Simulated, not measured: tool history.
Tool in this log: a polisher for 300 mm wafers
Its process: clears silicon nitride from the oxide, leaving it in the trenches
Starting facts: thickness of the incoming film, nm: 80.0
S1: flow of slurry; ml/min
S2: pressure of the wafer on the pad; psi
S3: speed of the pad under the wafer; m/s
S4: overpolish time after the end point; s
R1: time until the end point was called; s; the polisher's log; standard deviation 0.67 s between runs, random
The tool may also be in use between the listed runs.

run 1 hour=0 | S1=190 S2=3.1 S3=0.94 S4=14 | R1=86.666
run 2 hour=4.3 | S1=150 S2=3.1 S3=0.94 S4=14 | R1=90.547
run 3 hour=12.8 | S1=160 S2=3.4 S3=0.94 S4=14 | R1=81.112
run 4 hour=19.9 | S1=160 S2=3 S3=0.94 S4=14 | R1=93.792
run 5 hour=27.2 | S1=175 S2=3.3 S3=0.94 S4=14 | R1=82.825
run 6 hour=31.5 | S1=220 S2=3.3 S3=0.94 S4=14 | R1=81.97
run 7 hour=32.6 | S1=220 S2=3.6 S3=0.94 S4=14 | R1=74.638
run 8 hour=33.7 | S1=220 S2=3.8 S3=0.94 S4=14 | R1=69.383

Run 9, settings as shown, results not yet in. Your forecast:
run 9 hour=34.7 | S1=220 S2=3.9 S3=0.94 S4=14 | R1=?

{"run 9": {"R1": 67.873}}

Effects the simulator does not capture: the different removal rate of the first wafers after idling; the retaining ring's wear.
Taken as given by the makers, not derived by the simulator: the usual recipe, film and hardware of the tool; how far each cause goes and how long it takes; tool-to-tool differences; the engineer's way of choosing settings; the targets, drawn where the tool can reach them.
